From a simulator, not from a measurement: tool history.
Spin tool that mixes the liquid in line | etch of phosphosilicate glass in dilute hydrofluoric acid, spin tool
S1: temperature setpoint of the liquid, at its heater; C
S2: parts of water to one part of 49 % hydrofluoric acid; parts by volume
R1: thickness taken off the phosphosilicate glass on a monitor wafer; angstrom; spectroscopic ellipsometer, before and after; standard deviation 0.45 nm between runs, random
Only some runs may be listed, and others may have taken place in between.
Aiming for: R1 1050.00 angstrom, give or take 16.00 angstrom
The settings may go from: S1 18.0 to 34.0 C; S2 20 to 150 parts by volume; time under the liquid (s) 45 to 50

Run 1, day 0.000: S1 26.0 C, S2 85 parts by volume, time under the liquid (s) 45. Result: R1 397.11 angstrom.
Run 2, day 0.296: S1 24.5 C, S2 85 parts by volume, time under the liquid (s) 45. Result: R1 373.97 angstrom.
Run 3, day 0.462: S1 24.5 C, S2 85 parts by volume, time under the liquid (s) 45. Result: R1 374.95 angstrom.
Run 4, day 0.767: S1 24.5 C, S2 105 parts by volume, time under the liquid (s) 45. Result: R1 296.01 angstrom.
Run 5, day 0.846: S1 24.5 C, S2 125 parts by volume, time under the liquid (s) 45. Result: R1 240.64 angstrom.
Run 6, day 1.088: S1 27.0 C, S2 125 parts by volume, time under the liquid (s) 45. Result: R1 266.24 angstrom.
Run 7, day 1.192: S1 29.0 C, S2 100 parts by volume, time under the liquid (s) 45. Result: R1 372.57 angstrom.
Run 8, day 1.500: S1 30.5 C, S2 80 parts by volume, time under the liquid (s) 45. Result: R1 506.57 angstrom.
Run 9, day 1.712: S1 31.5 C, S2 65 parts by volume, time under the liquid (s) 45. Result: R1 660.01 angstrom.
Run 10, day 2.088: S1 32.0 C, S2 55 parts by volume, time under the liquid (s) 45. Result: R1 806.46 angstrom.
Run 11, day 2.196: S1 32.5 C, S2 50 parts by volume, time under the liquid (s) 45. Result: R1 916.27 angstrom.
At day 2.517: thermometer replaced.
Run 12, day 2.517: S1 32.5 C, S2 50 parts by volume, time under the liquid (s) 45. Result: R1 875.98 angstrom.

Exercise: of the 5 proposed moves below, exactly one satisfies all targets within the stated allowed misses. Which move is it?
Run A, day 2.838: S1 31.0 C, S2 40 parts by volume, time under the liquid (s) 45. Result: R1 ?.
Run B, day 2.838: S1 32.5 C, S2 60 parts by volume, time under the liquid (s) 45. Result: R1 ?.
Run C, day 2.838: S1 33.0 C, S2 60 parts by volume, time under the liquid (s) 45. Result: R1 ?.
Run D, day 2.838: S1 33.0 C, S2 45 parts by volume, time under the liquid (s) 45. Result: R1 ?.
Run E, day 2.838: S1 30.5 C, S2 60 parts by volume, time under the liquid (s) 45. Result: R1 ?.

move       R1
   A  1048.30
   B   717.28
   C   731.04
   D   999.09
   E   664.27
A: hits every target within its allowed miss
B: the biggest miss grows against the last run
C: the biggest miss grows against the last run
D: moves toward the targets from the last run without getting all of them in spec
E: the biggest miss grows against the last run
Go with A: it meets all targets.
